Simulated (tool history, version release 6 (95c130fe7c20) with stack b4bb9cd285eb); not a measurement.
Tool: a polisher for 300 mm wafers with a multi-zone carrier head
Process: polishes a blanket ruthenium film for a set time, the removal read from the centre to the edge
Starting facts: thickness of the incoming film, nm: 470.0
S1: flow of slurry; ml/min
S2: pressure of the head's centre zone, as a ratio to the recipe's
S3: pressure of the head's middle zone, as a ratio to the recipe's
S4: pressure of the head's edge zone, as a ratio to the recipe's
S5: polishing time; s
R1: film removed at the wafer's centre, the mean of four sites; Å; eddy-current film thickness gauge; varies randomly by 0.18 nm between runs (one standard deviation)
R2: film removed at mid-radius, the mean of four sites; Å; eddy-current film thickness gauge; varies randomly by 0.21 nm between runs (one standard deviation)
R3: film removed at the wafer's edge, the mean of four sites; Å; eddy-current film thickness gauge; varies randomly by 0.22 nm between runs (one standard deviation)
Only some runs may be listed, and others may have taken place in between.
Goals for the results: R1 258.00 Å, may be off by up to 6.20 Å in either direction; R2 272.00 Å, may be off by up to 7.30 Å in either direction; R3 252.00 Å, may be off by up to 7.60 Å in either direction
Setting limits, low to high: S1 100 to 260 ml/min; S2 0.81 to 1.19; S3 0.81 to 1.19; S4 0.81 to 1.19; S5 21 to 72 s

run 1 hour=0.0 | S1=165 S2=1.00 S3=1.00 S4=1.00 S5=46 | R1=451.11 R2=456.52 R3=442.46
run 2 hour=0.6 | S1=160 S2=0.99 S3=0.99 S4=0.98 S5=43 | R1=408.82 R2=420.47 R3=406.67
run 3 hour=3.7 | S1=160 S2=0.99 S3=0.98 S4=0.96 S5=40 | R1=377.07 R2=391.67 R3=374.59
run 4 hour=6.4 | S1=160 S2=0.99 S3=0.94 S4=0.96 S5=40 | R1=380.50 R2=376.78 R3=374.33
run 5 hour=13.2 | S1=160 S2=1.04 S3=0.94 S4=0.96 S5=40 | R1=400.85 R2=377.19 R3=373.22
run 6 hour=14.0 | S1=160 S2=1.04 S3=0.94 S4=0.96 S5=49 | R1=490.91 R2=460.33 R3=458.55
run 7 hour=16.9 | S1=160 S2=1.03 S3=0.94 S4=0.94 S5=46 | R1=453.91 R2=432.18 R3=425.13
run 8 hour=21.7 | S1=145 S2=0.93 S3=0.93 S4=0.84 S5=33 | R1=287.94 R2=303.92 R3=289.28
run 9 hour=29.1 | S1=145 S2=0.93 S3=0.93 S4=0.84 S5=32 | R1=282.69 R2=299.11 R3=277.54
run 10 hour=33.1 | S1=140 S2=0.93 S3=0.93 S4=0.84 S5=32 | R1=281.98 R2=296.38 R3=276.79
run 11 hour=36.8 | S1=135 S2=0.93 S3=0.93 S4=0.84 S5=32 | R1=278.30 R2=293.68 R3=275.54
run 12 hour=40.7 | S1=130 S2=0.93 S3=0.93 S4=0.84 S5=32 | R1=275.61 R2=292.39 R3=278.12
run 13 hour=48.7 | S1=130 S2=0.93 S3=0.93 S4=0.84 S5=31 | R1=263.71 R2=282.99 R3=265.69
run 14 hour=52.2 | S1=125 S2=0.94 S3=0.93 S4=0.82 S5=31 | R1=271.39 R2=278.00 R3=264.24
run 15 hour=53.0 | S1=125 S2=0.94 S3=0.94 S4=0.82 S5=31 | R1=266.41 R2=282.39 R3=260.68
run 16 hour=56.6 | S1=120 S2=0.94 S3=0.94 S4=0.82 S5=31 | R1=266.88 R2=281.13 R3=257.34
run 17 hour=58.0 | S1=115 S2=0.94 S3=0.94 S4=0.82 S5=31 | R1=265.56 R2=278.29 R3=263.80

Consider the 5 candidate settings below. Which is the only one whose results all fall within their allowed miss of target?
run A hour=59.4 | S1=135 S2=1.01 S3=0.87 S4=0.94 S5=29 | R1=? R2=? R3=?
run B hour=59.4 | S1=200 S2=1.01 S3=1.11 S4=0.81 S5=27 | R1=? R2=? R3=?
run C hour=59.4 | S1=100 S2=0.92 S3=0.94 S4=0.89 S5=31 | R1=? R2=? R3=?
run D hour=59.4 | S1=110 S2=0.96 S3=0.96 S4=0.82 S5=30 | R1=? R2=? R3=?
run E hour=59.4 | S1=135 S2=0.98 S3=0.96 S4=0.82 S5=30 | R1=? R2=? R3=?

move=A R1=273.70 R2=251.62 R3=264.26
move=B R1=271.91 R2=291.56 R3=240.47
move=C R1=251.14 R2=268.56 R3=265.96
move=D R1=258.77 R2=268.12 R3=251.91
move=E R1=274.85 R2=277.58 R3=258.15
A: the biggest miss grows against the last run
B: takes the result that was furthest off past its target
C: the biggest miss grows against the last run
D: every result lands within tolerance
E: the worst result of the last run now meets its target, but another is out of spec
Go with D: it meets all targets.

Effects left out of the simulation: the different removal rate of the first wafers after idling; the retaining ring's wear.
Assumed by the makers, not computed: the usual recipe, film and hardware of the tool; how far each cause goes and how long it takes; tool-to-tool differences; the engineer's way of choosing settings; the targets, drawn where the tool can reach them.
